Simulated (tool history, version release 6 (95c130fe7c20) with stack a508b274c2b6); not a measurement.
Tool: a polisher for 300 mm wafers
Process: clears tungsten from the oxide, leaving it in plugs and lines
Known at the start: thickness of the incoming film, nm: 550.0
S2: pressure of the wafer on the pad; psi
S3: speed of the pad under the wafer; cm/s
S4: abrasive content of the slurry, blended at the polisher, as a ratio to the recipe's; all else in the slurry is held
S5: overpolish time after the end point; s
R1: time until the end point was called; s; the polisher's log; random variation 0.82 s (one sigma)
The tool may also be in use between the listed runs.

Run 1, day 0: flow of slurry (ml/min) 150, S2 2.6 psi, S3 128 cm/s, S4 1, S5 10 s. Result: R1 131.59 s.
Run 2, day 0.346: flow of slurry (ml/min) 150, S2 2.6 psi, S3 128 cm/s, S4 0.85, S5 10 s. Result: R1 135.85 s.
Run 3, day 0.396: flow of slurry (ml/min) 155, S2 2.8 psi, S3 128 cm/s, S4 0.85, S5 10 s. Result: R1 124.15 s.
Run 4, day 0.671: flow of slurry (ml/min) 155, S2 2.8 psi, S3 128 cm/s, S4 0.85, S5 10 s. Result: R1 124.2 s.
Run 5, day 0.975: flow of slurry (ml/min) 155, S2 2.8 psi, S3 128 cm/s, S4 1, S5 10 s. Result: R1 120.02 s.
Run 6, day 1.171: flow of slurry (ml/min) 155, S2 2.8 psi, S3 128 cm/s, S4 1, S5 10 s. Result: R1 121.04 s.
Run 7, day 1.217: flow of slurry (ml/min) 160, S2 3 psi, S3 128 cm/s, S4 1, S5 10 s. Result: R1 114.28 s.

The next listed run, before its measurement:
Run 8, day 1.575: flow of slurry (ml/min) 160, S2 3.2 psi, S3 128 cm/s, S4 1, S5 10 s. Result: R1 ?.

R1: 105.47 s
